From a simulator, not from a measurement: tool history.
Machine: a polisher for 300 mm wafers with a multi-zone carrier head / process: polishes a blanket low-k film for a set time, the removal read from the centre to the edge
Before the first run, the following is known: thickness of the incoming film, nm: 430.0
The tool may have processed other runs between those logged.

run    day  flow of slurry (ml/min)  pressure of the head's centre zone  pressure of the head's middle zone  pressure of the head's edge zone  abrasive content of the slurry  polishing time (s)  film removed at the wafer's centre (nm)  film removed at mid-radius (nm)  film removed at the wafer's edge (nm)
  1  0.000                      145                                1.00                                1.00                              1.00                            1.00                  56                                   27.169                           26.227                                 26.885
  2  0.146                      145                                1.01                                0.99                              0.98                            0.90                  56                                   25.410                           25.068                                 25.004
  3  0.496                      145                                1.03                                0.97                              0.96                            0.85                  56                                   25.937                           23.967                                 25.202
  4  0.562                      145                                1.03                                0.92                              0.96                            0.85                  56                                   25.377                           23.136                                 24.110
  5  0.933                      145                                1.03                                0.99                              0.96                            0.85                  56                                   25.806                           24.487                                 24.221
  6  1.188                      145                                1.03                                0.99                              0.96                            0.75                  56                                   24.323                           23.450                                 22.842
  7  1.442                      140                                1.04                                0.98                              0.95                            0.70                  56                                   22.973                           22.256                                 21.629

Run 8, settings as shown, results not yet in. Your forecast:
  8  1.650                      115                                1.13                                0.91                              0.86                            0.65                  56                                        ?                                ?                                      ?

Run 8 came out at film removed at the wafer's centre (nm) 23.273, film removed at mid-radius (nm) 19.215, film removed at the wafer's edge (nm) 19.783.
